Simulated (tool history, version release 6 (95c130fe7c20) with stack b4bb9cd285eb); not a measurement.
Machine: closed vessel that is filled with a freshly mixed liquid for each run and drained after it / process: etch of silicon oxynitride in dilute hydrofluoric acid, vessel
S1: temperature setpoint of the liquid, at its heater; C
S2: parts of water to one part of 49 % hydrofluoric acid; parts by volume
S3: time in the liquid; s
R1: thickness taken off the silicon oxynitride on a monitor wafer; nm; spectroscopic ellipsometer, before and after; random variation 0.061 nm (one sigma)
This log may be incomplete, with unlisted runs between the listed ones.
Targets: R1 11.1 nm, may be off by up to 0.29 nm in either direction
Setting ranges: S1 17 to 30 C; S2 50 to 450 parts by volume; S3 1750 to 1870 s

run 1 hour=0 | S1=22 S2=250 S3=1750 | R1=18.812
run 2 hour=7.3 | S1=22 S2=250 S3=1750 | R1=18.641
run 3 hour=9.9 | S1=21.5 S2=255 S3=1750 | R1=17.858
run 4 hour=14.1 | S1=21 S2=260 S3=1750 | R1=17.047
run 5 hour=20.2 | S1=21 S2=175 S3=1750 | R1=26.757
run 6 hour=25.8 | S1=21 S2=175 S3=1750 | R1=26.839
run 7 hour=32.6 | S1=20.5 S2=190 S3=1750 | R1=23.663
run 8 hour=40 | S1=17 S2=290 S3=1750 | R1=12.537
-- hour=48.7 thermometer replaced
run 9 hour=48.7 | S1=17 S2=295 S3=1750 | R1=13.55
run 10 hour=56.9 | S1=17 S2=300 S3=1750 | R1=13.22
run 11 hour=64.1 | S1=17 S2=305 S3=1750 | R1=13.035
run 12 hour=69.5 | S1=17 S2=310 S3=1750 | R1=12.806
run 13 hour=70.7 | S1=17 S2=315 S3=1750 | R1=12.488
run 14 hour=73.5 | S1=17 S2=320 S3=1750 | R1=12.36
run 15 hour=80.6 | S1=17 S2=325 S3=1750 | R1=12.203
run 16 hour=81.3 | S1=17 S2=330 S3=1750 | R1=11.883
run 17 hour=89.6 | S1=17 S2=340 S3=1750 | R1=11.52

5 candidate next runs follow, results not yet known. Just one meets every target within its allowed miss. Identify it.
run A hour=97.9 | S1=17 S2=340 S3=1835 | R1=?
run B hour=97.9 | S1=17 S2=345 S3=1870 | R1=?
run C hour=97.9 | S1=17.5 S2=365 S3=1870 | R1=?
run D hour=97.9 | S1=17 S2=350 S3=1760 | R1=?
run E hour=97.9 | S1=19 S2=420 S3=1845 | R1=?

move=A R1=12.029
move=B R1=12.049
move=C R1=11.524
move=D R1=11.149
move=E R1=10.244
A: the biggest miss grows against the last run
B: the biggest miss grows against the last run
C: roughly where the last run was
D: all results in spec
E: moves the result that the last run missed by most past its target, out the other side
Go with D: it meets all targets.
